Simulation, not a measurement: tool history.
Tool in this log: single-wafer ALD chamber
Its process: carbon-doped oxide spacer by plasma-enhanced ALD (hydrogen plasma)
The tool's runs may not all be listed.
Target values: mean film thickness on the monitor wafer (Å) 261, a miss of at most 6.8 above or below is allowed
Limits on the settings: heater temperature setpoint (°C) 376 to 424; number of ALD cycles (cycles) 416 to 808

run  hour  heater temperature setpoint (°C)  number of ALD cycles (cycles)  mean film thickness on the monitor wafer (Å)
  1     0                               400                            612                                        337.64
  2   3.7                               400                            592                                        327.93
  3   5.6                               406                            592                                        324.55
  4   9.5                               406                            574                                        314.25
  5  16.5                               412                            574                                        307.22
  6  23.8                               413                            562                                        298.51
  7    33                               414                            553                                        291.29
  8  39.5                               415                            546                                        287.71
  9  48.7                               415                            540                                        285.95
 10  52.6                               415                            534                                        282.96
 11  60.4                               415                            529                                        279.92
     66.6  -- thermocouple changed; heater temperature recalibrated
 12  66.6                               415                            525                                        275.45
 13  69.6                               415                            522                                        274.65

Which single option among these 5 for the next run brings every result within its allowed miss of target? Just one does.
  A  72.6                               413                            526                                             ?
  B  72.6                               416                            523                                             ?
  C  72.6                               404                            480                                             ?
  D  72.6                               409                            520                                             ?
  E  72.6                               408                            508                                             ?

move  mean film thickness on the monitor wafer (Å)
   A                                        278.05
   B                                        273.49
   C                                        261.91
   D                                        278.81
   E                                        273.34
A: the biggest miss grows against the last run
B: closer than the last run, but not yet in spec
C: meets every target
D: the biggest miss grows against the last run
E: closer than the last run, but not yet in spec
C is the move that brings every result within its allowed miss.
